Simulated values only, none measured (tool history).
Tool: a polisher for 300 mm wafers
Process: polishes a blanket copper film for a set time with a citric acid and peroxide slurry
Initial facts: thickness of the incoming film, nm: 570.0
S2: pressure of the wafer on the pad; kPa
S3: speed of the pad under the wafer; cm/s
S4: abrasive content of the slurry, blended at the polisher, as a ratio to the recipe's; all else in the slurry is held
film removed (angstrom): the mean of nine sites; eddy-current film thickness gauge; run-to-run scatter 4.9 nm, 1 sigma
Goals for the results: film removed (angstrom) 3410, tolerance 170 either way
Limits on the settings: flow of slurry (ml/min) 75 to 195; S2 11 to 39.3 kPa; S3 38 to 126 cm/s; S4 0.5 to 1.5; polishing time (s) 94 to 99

Run 1, hour 0: flow of slurry (ml/min) 125, S2 24.8 kPa, S3 82 cm/s, S4 1, polishing time (s) 94. Result: film removed (angstrom) 2077.1.
Run 2, hour 3.8: flow of slurry (ml/min) 130, S2 28.3 kPa, S3 82 cm/s, S4 1, polishing time (s) 94. Result: film removed (angstrom) 2265.7.
Run 3, hour 8.4: flow of slurry (ml/min) 130, S2 31 kPa, S3 84 cm/s, S4 1, polishing time (s) 94. Result: film removed (angstrom) 2440.6.
Run 4, hour 13.2: flow of slurry (ml/min) 130, S2 33.1 kPa, S3 88 cm/s, S4 1, polishing time (s) 94. Result: film removed (angstrom) 2687.2.
Run 5, hour 14.9: flow of slurry (ml/min) 130, S2 35.2 kPa, S3 90 cm/s, S4 1, polishing time (s) 94. Result: film removed (angstrom) 2933.2.
Run 6, hour 23.9: flow of slurry (ml/min) 105, S2 35.2 kPa, S3 90 cm/s, S4 1, polishing time (s) 94. Result: film removed (angstrom) 2722.2.
Run 7, hour 28.6: flow of slurry (ml/min) 115, S2 36.5 kPa, S3 90 cm/s, S4 1, polishing time (s) 94. Result: film removed (angstrom) 2887.
Run 8, hour 32.6: flow of slurry (ml/min) 115, S2 36.5 kPa, S3 90 cm/s, S4 1, polishing time (s) 94. Result: film removed (angstrom) 2882.3.

Exercise: of the 5 proposed moves below, exactly one satisfies all targets within the stated allowed misses. Which move is it?
Run A, hour 36.6: flow of slurry (ml/min) 105, S2 35.9 kPa, S3 88 cm/s, S4 1.25, polishing time (s) 99. Result: film removed (angstrom) ?.
Run B, hour 36.6: flow of slurry (ml/min) 125, S2 39.3 kPa, S3 106 cm/s, S4 1.05, polishing time (s) 99. Result: film removed (angstrom) ?.
Run C, hour 36.6: flow of slurry (ml/min) 120, S2 35.9 kPa, S3 80 cm/s, S4 1.05, polishing time (s) 99. Result: film removed (angstrom) ?.
Run D, hour 36.6: flow of slurry (ml/min) 125, S2 38.6 kPa, S3 84 cm/s, S4 0.95, polishing time (s) 99. Result: film removed (angstrom) ?.
Run E, hour 36.6: flow of slurry (ml/min) 75, S2 38.6 kPa, S3 114 cm/s, S4 0.85, polishing time (s) 97. Result: film removed (angstrom) ?.

move  film removed (angstrom)
   A                   2972.9
   B                   3748.8
   C                   2657.4
   D                   2882.3
   E                   3415.9
A: nearer the targets than the last run, but a result is still out of spec
B: moves the result that the last run missed by most past its target, out the other side
C: misses by more than the last run did
D: as far off as the last run
E: in spec on every target
So the answer is move E, the one that meets all the targets.
